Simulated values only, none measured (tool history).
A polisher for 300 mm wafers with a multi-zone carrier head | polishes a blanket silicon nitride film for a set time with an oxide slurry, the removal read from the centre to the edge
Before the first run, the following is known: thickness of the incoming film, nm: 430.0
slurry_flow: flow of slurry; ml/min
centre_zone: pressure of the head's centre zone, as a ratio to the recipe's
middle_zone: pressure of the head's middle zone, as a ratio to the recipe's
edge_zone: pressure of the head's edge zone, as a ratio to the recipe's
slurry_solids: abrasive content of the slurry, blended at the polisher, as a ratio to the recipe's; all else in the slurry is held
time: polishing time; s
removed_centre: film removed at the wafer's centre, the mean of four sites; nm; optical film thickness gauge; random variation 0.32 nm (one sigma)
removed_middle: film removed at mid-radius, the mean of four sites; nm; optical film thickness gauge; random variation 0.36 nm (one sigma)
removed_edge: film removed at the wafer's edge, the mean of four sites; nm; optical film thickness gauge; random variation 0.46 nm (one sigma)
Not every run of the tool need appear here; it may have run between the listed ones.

run 1 hour=0 | slurry_flow=190 centre_zone=1 middle_zone=1 edge_zone=1 slurry_solids=1 time=60 | removed_centre=31.613 removed_middle=33.223 removed_edge=34.377
run 2 hour=5.9 | slurry_flow=190 centre_zone=1 middle_zone=1 edge_zone=1.05 slurry_solids=1 time=60 | removed_centre=32.19 removed_middle=33.115 removed_edge=35.163
run 3 hour=7.9 | slurry_flow=210 centre_zone=1 middle_zone=1 edge_zone=1.05 slurry_solids=1 time=60 | removed_centre=32.914 removed_middle=33.37 removed_edge=35.471
run 4 hour=15.7 | slurry_flow=210 centre_zone=0.92 middle_zone=1 edge_zone=1.05 slurry_solids=1 time=60 | removed_centre=29.343 removed_middle=33.587 removed_edge=35.782
run 5 hour=20.6 | slurry_flow=215 centre_zone=0.93 middle_zone=1.03 edge_zone=1.07 slurry_solids=1.05 time=60 | removed_centre=31.266 removed_middle=35.528 removed_edge=37.279
run 6 hour=27.5 | slurry_flow=215 centre_zone=0.98 middle_zone=1.03 edge_zone=1.07 slurry_solids=1.05 time=60 | removed_centre=32.141 removed_middle=35.695 removed_edge=37.393

What will run 7 give?
run 7 hour=33.1 | slurry_flow=225 centre_zone=0.99 middle_zone=1.05 edge_zone=1.08 slurry_solids=1.05 time=60 | removed_centre=? removed_middle=? removed_edge=?

removed_centre: 33.088 nm
removed_middle: 36.335 nm
removed_edge: 37.918 nm
